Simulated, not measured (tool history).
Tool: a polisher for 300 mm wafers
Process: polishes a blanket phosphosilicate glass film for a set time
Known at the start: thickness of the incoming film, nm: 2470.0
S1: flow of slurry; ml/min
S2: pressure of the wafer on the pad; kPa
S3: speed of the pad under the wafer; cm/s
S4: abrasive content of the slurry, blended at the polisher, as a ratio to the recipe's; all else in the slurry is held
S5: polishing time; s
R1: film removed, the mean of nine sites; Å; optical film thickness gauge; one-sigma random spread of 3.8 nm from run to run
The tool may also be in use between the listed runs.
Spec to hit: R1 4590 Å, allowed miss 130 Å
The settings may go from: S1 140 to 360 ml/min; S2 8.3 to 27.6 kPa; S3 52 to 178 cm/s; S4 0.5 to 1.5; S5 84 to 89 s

run 1 hour=0 | S1=230 S2=17.9 S3=114 S4=1 S5=84 | R1=6167.9
run 2 hour=1.8 | S1=230 S2=17.2 S3=114 S4=1 S5=84 | R1=5814.5
run 3 hour=3.8 | S1=230 S2=16.5 S3=114 S4=1 S5=84 | R1=5667.9
run 4 hour=10.4 | S1=230 S2=16.5 S3=114 S4=1 S5=84 | R1=5621.6
run 5 hour=17.7 | S1=230 S2=16.5 S3=114 S4=1.1 S5=84 | R1=5973.6
run 6 hour=26.2 | S1=230 S2=15.9 S3=114 S4=1.1 S5=84 | R1=5754.5
run 7 hour=34.2 | S1=230 S2=15.2 S3=114 S4=1.1 S5=84 | R1=5525
run 8 hour=41.7 | S1=230 S2=14.5 S3=114 S4=1.1 S5=84 | R1=5257.2
run 9 hour=44.6 | S1=230 S2=14.5 S3=114 S4=1.1 S5=84 | R1=5276.5
-- hour=50.9 worn pad replaced by a new one
run 10 hour=50.9 | S1=230 S2=13.8 S3=114 S4=1.1 S5=84 | R1=5799.4

Which single option among these 5 for the next run brings every result within its allowed miss of target? Just one does.
run A hour=57.2 | S1=180 S2=9.7 S3=104 S4=1.25 S5=89 | R1=?
run B hour=57.2 | S1=205 S2=11 S3=104 S4=1.2 S5=89 | R1=?
run C hour=57.2 | S1=210 S2=13.8 S3=88 S4=1.05 S5=84 | R1=?
run D hour=57.2 | S1=225 S2=14.5 S3=72 S4=1.05 S5=84 | R1=?
run E hour=57.2 | S1=210 S2=13.8 S3=82 S4=1.05 S5=84 | R1=?

move=A R1=4253.7
move=B R1=4790.7
move=C R1=4614
move=D R1=4239.6
move=E R1=4392.9
A: the result that was furthest off in the last run now lies on the other side of its target
B: nearer than the last run, and not there yet
C: hits every target within its allowed miss
D: the result that was furthest off in the last run now lies on the other side of its target
E: the result that was furthest off in the last run now lies on the other side of its target
So the answer is move C, the one that meets all the targets.
